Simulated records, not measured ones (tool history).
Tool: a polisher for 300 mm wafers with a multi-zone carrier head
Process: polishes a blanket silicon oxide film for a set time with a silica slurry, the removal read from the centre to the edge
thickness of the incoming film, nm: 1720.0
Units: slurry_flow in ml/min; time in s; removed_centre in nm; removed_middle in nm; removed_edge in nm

| run | hour | slurry_flow | centre_zone | middle_zone | edge_zone | slurry_solids | time | removed_centre | removed_middle | removed_edge |
|---|---|---|---|---|---|---|---|---|---|---|
| 1 | 0.0 | 240 | 1.00 | 1.00 | 1.00 | 1.00 | 60 | 244.22 | 239.07 | 241.92 |
| 2 | 1.1 | 235 | 0.98 | 0.98 | 0.98 | 0.90 | 58 | 216.24 | 217.60 | 222.16 |
| 3 | 3.3 | 230 | 0.98 | 0.96 | 0.96 | 0.85 | 56 | 209.96 | 197.73 | 206.89 |
| 4 | 10.2 | 230 | 0.98 | 0.96 | 0.96 | 1.05 | 56 | 224.30 | 221.83 | 228.93 |
| 5 | 18.5 | 230 | 0.98 | 0.96 | 0.96 | 1.05 | 43 | 170.92 | 166.58 | 171.98 |
| 6 | 20.8 | 230 | 0.98 | 0.96 | 1.04 | 1.05 | 43 | 173.57 | 166.64 | 179.41 |
| 7 | 26.4 | 225 | 0.97 | 0.95 | 1.02 | 1.00 | 43 | 169.74 | 160.50 | 173.96 |
| 8 | 27.7 | 220 | 0.96 | 0.94 | 1.00 | 0.95 | 43 | 164.51 | 157.59 | 169.50 |
| 9 | 30.1 | 220 | 0.95 | 0.93 | 0.99 | 0.90 | 43 | 159.09 | 152.89 | 162.79 |
| 10 | 37.8 | 215 | 0.94 | 0.92 | 0.98 | 0.90 | 43 | 153.92 | 149.04 | 163.21 |
| 11 | 38.6 | 215 | 0.94 | 0.91 | 0.96 | 0.90 | 43 | 160.25 | 149.83 | 162.38 |
| 12 | 45.0 | 210 | 0.93 | 0.91 | 0.95 | 0.85 | 43 | 148.16 | 144.35 | 160.20 |
| 13 | 45.8 | 210 | 0.93 | 0.91 | 0.94 | 0.80 | 43 | 145.65 | 142.27 | 152.30 |
| 14 | 52.7 | 210 | 0.93 | 0.91 | 0.94 | 0.80 | 43 | 146.34 | 143.75 | 153.18 |

Run 15 comes next. What will it give?
| 15 | 57.7 | 180 | 0.90 | 0.86 | 0.89 | 0.75 | 43 | ? | ? | ? |

Run 15 gave removed_centre 139.98 nm, removed_middle 129.83 nm, removed_edge 144.93 nm.
